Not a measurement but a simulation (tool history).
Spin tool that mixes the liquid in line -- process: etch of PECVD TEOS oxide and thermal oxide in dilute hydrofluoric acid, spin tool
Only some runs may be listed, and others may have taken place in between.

run,hour,temperature setpoint of the liquid (°C),parts of water to one part of 49 % hydrofluoric acid (parts by volume),time under the liquid (s),thickness taken off the PECVD TEOS oxide on a monitor wafer (nm),thickness taken off the thermal oxide on a monitor wafer (nm)
1,0,23,140,180,18.732,5.4271
2,5.4,21.5,140,180,17.653,5.1376
3,8.5,21.5,140,220,21.644,6.2228
4,14,21.5,170,220,17.057,5.0148
5,14.7,19.5,170,220,15.762,4.6447
6,16.9,18.5,175,220,14.692,4.2903
7,25.6,18,180,220,14.052,4.0583
8,31.4,18,185,220,13.56,3.9311
9,33.9,18,190,220,13.078,3.8343

Run 10 comes next. What will it give?
10,37.9,17.5,190,220,?,?

{"run 10": {"thickness taken off the PECVD TEOS oxide on a monitor wafer (nm)": 12.843, "thickness taken off the thermal oxide on a monitor wafer (nm)": 3.7849}}
